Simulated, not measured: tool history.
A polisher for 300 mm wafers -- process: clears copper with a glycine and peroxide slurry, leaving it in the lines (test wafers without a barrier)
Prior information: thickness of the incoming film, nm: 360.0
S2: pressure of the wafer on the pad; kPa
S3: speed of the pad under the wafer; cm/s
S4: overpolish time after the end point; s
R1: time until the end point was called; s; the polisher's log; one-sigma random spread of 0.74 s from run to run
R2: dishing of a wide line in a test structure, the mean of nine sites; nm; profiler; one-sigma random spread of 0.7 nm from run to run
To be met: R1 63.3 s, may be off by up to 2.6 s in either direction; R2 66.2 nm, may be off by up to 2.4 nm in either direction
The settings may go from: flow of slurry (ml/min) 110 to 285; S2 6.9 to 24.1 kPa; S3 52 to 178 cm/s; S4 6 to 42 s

{"run": 1, "hour": 0.0, "flow of slurry (ml/min)": 180, "S2": 15.2, "S3": 114, "S4": 21, "R1": 73.213, "R2": 52.859}
{"run": 2, "hour": 6.0, "flow of slurry (ml/min)": 145, "S2": 15.2, "S3": 114, "S4": 21, "R1": 72.376, "R2": 52.667}
{"run": 3, "hour": 12.2, "flow of slurry (ml/min)": 110, "S2": 15.2, "S3": 114, "S4": 21, "R1": 75.966, "R2": 51.025}
{"run": 4, "hour": 13.4, "flow of slurry (ml/min)": 110, "S2": 15.2, "S3": 114, "S4": 29, "R1": 77.822, "R2": 62.366}
{"run": 5, "hour": 16.1, "flow of slurry (ml/min)": 110, "S2": 11.7, "S3": 114, "S4": 29, "R1": 93.709, "R2": 54.943}
{"run": 6, "hour": 21.9, "flow of slurry (ml/min)": 110, "S2": 11.7, "S3": 114, "S4": 21, "R1": 91.804, "R2": 45.875}
{"run": 7, "hour": 29.6, "flow of slurry (ml/min)": 115, "S2": 13.8, "S3": 114, "S4": 23, "R1": 81.048, "R2": 51.634}
{"run": 8, "hour": 36.4, "flow of slurry (ml/min)": 120, "S2": 15.2, "S3": 114, "S4": 24, "R1": 75.454, "R2": 56.995}
{"run": 9, "hour": 40.7, "flow of slurry (ml/min)": 120, "S2": 15.9, "S3": 114, "S4": 24, "R1": 74.033, "R2": 55.837}
{"run": 10, "hour": 46.7, "flow of slurry (ml/min)": 130, "S2": 16.5, "S3": 114, "S4": 25, "R1": 69.923, "R2": 59.74}
{"run": 11, "hour": 48.9, "flow of slurry (ml/min)": 135, "S2": 17.2, "S3": 114, "S4": 26, "R1": 67.672, "R2": 62.822}
{"run": 12, "hour": 51.3, "flow of slurry (ml/min)": 140, "S2": 17.9, "S3": 114, "S4": 26, "R1": 64.748, "R2": 64.398}

Consider the 5 candidate settings below. Which is the only one whose results all fall within their allowed miss of target?
{"run": "A", "hour": 53.7, "flow of slurry (ml/min)": 135, "S2": 18.6, "S3": 116, "S4": 23, "R1": "?", "R2": "?"}
{"run": "B", "hour": 53.7, "flow of slurry (ml/min)": 110, "S2": 19.3, "S3": 116, "S4": 22, "R1": "?", "R2": "?"}
{"run": "C", "hour": 53.7, "flow of slurry (ml/min)": 150, "S2": 17.2, "S3": 106, "S4": 32, "R1": "?", "R2": "?"}
{"run": "D", "hour": 53.7, "flow of slurry (ml/min)": 200, "S2": 13.8, "S3": 140, "S4": 27, "R1": "?", "R2": "?"}
{"run": "E", "hour": 53.7, "flow of slurry (ml/min)": 110, "S2": 20, "S3": 108, "S4": 27, "R1": "?", "R2": "?"}

move=A R1=63.788 R2=60.868
move=B R1=63.226 R2=59.845
move=C R1=71.609 R2=67.314
move=D R1=68.824 R2=62.048
move=E R1=64.57 R2=65.542
A: misses by more than the last run did
B: misses by more than the last run did
C: meets the target for the result that was furthest off, but another lies outside its allowed miss
D: misses by more than the last run did
E: each result inside its tolerance
The right move is E.

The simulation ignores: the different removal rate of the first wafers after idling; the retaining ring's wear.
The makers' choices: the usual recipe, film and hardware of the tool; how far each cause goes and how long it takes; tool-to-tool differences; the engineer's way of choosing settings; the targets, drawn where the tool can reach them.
